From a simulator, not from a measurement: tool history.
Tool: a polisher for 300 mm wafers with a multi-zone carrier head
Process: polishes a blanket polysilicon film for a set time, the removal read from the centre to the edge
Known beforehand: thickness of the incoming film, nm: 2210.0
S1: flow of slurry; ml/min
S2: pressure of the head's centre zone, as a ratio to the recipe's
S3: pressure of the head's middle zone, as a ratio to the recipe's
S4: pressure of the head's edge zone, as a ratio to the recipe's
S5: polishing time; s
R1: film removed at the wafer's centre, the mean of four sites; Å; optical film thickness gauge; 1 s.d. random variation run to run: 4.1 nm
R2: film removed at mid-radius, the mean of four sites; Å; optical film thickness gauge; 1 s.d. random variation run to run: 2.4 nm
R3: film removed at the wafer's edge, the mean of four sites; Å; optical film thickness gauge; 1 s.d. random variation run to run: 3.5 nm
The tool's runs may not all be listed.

run 1 hour=0 | S1=230 S2=1 S3=1 S4=1 S5=42 | R1=2404.4 R2=2363.7 R3=2372
run 2 hour=4.7 | S1=240 S2=1 S3=1.02 S4=1 S5=43 | R1=2521.4 R2=2483.4 R3=2403
run 3 hour=8.4 | S1=240 S2=1 S3=1.02 S4=1 S5=50 | R1=2911.7 R2=2868.2 R3=2865.9
run 4 hour=10.7 | S1=270 S2=1 S3=1.02 S4=1 S5=50 | R1=2885 R2=2947.3 R3=2838.8
run 5 hour=15.4 | S1=270 S2=1 S3=1.02 S4=1 S5=46 | R1=2727.4 R2=2695.4 R3=2611.5
run 6 hour=18.4 | S1=275 S2=0.99 S3=1.04 S4=1.01 S5=47 | R1=2762.1 R2=2799.4 R3=2705
run 7 hour=23.3 | S1=280 S2=0.98 S3=1.06 S4=1 S5=48 | R1=2806.3 R2=2933.8 R3=2769.9
run 8 hour=28.1 | S1=285 S2=0.98 S3=1.08 S4=0.99 S5=49 | R1=2834.1 R2=3019.3 R3=2851.3
run 9 hour=33.4 | S1=295 S2=0.98 S3=1.09 S4=0.97 S5=50 | R1=2936.4 R2=3122.4 R3=2857
run 10 hour=36.1 | S1=300 S2=0.97 S3=1.1 S4=0.96 S5=51 | R1=2939.2 R2=3220.7 R3=2885.3
run 11 hour=40.3 | S1=305 S2=0.97 S3=1.11 S4=0.96 S5=51 | R1=2977.7 R2=3221.1 R3=2893.5
run 12 hour=47.8 | S1=310 S2=0.96 S3=1.12 S4=0.95 S5=52 | R1=2979.2 R2=3338.3 R3=2966.4

Run 13, settings as shown, results not yet in. Your forecast:
run 13 hour=54.2 | S1=315 S2=0.96 S3=1.13 S4=0.95 S5=52 | R1=? R2=? R3=?

R1: 2997.7 Å
R2: 3365.6 Å
R3: 2966.7 Å
